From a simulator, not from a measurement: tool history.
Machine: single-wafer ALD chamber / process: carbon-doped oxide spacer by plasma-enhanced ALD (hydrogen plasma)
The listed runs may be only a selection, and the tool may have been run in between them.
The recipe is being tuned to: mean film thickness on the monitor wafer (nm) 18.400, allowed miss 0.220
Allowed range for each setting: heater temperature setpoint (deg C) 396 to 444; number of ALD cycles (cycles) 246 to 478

run,hour,heater temperature setpoint (deg C),number of ALD cycles (cycles),mean film thickness on the monitor wafer (nm)
1,0.0,420,362,16.662
2,5.1,409,362,17.218
3,13.0,401,362,17.748
4,17.8,401,339,16.355
5,19.5,400,343,16.610
6,28.4,400,347,16.894
7,35.5,400,350,16.916
8,42.6,400,353,17.142
9,48.4,400,356,17.403
10,53.7,400,358,17.513
11,57.1,400,360,17.549
12,59.5,400,362,17.655

Which single option among these 5 for the next run brings every result within its allowed miss of target? Just one does.
A,61.9,399,338,?
B,61.9,400,368,?
C,61.9,401,366,?
D,61.9,404,381,?
E,61.9,397,364,?

move,mean film thickness on the monitor wafer (nm)
A,16.497
B,17.914
C,17.769
D,18.349
E,17.847
A: misses by more than the last run did
B: gains on the last run, yet a result remains outside its allowed miss
C: gains on the last run, yet a result remains outside its allowed miss
D: hits every target within its allowed miss
E: gains on the last run, yet a result remains outside its allowed miss
The right move is D.
